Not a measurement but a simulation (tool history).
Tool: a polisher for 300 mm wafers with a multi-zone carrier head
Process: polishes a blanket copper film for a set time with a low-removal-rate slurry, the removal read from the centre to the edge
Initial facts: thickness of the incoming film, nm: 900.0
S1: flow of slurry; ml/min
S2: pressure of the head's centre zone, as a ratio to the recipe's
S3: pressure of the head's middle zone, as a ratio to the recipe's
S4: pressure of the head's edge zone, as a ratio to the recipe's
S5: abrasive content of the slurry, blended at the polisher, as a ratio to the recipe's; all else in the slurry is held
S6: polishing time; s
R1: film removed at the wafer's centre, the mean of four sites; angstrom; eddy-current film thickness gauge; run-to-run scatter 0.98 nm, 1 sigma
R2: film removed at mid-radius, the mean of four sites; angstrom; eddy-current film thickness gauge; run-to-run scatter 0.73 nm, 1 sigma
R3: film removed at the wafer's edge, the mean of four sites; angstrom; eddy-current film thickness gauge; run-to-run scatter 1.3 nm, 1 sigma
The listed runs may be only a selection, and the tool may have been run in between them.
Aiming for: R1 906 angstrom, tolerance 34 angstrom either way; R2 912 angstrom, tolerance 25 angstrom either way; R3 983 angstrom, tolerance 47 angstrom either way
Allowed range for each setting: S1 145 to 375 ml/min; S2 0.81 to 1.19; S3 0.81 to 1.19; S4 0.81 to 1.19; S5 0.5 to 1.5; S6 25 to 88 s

run    day   S1    S2    S3    S4    S5  S6      R1      R2      R3
  1      0  240     1     1     1     1  56  990.11  969.47  1002.6
  2  0.288  235  0.99  0.99     1     1  56  970.22  973.84  974.97
  3  0.579  235  0.99  1.04     1     1  56  972.34    1002  1023.6
  4  0.796  235  0.99  1.04     1  0.85  56  937.74  971.34  959.86
  5  0.946  285  0.99  1.04     1  0.85  56  969.09  986.22  989.76
  6  1.046  285  0.99  1.04     1  0.85  49  843.05  882.61  881.87
     1.292  -- slurry nozzle cleaned
  7  1.292  290     1  1.04  1.02  0.85  49  895.07  905.52  915.52
  8  1.421  295  0.99  1.04  1.04  0.85  49  890.19  914.04   924.7

Which one of the following 5 next-run settings gets every result inside its allowed miss? There is exactly one.
  A  1.55  350  1.06  1.08  1.05   0.8  46   ?   ?   ?
  B  1.55  295  1.02  1.06     1  0.85  49   ?   ?   ?
  C  1.55  265     1  1.06     1   0.9  48   ?   ?   ?
  D  1.55  260  0.94  0.96  1.09  0.95  51   ?   ?   ?
  E  1.55  325  1.14  1.13  0.98   0.7  47   ?   ?   ?

move      R1      R2      R3
   A  883.98  901.13  871.96
   B   910.1   944.5  910.11
   C  878.63  928.04  896.62
   D  896.97  917.32  1007.3
   E  921.31  918.98  828.06
A: lands further from the targets than the last run did
B: lands further from the targets than the last run did
C: lands further from the targets than the last run did
D: all results in spec
E: lands further from the targets than the last run did
Correct choice: D, which meets every target
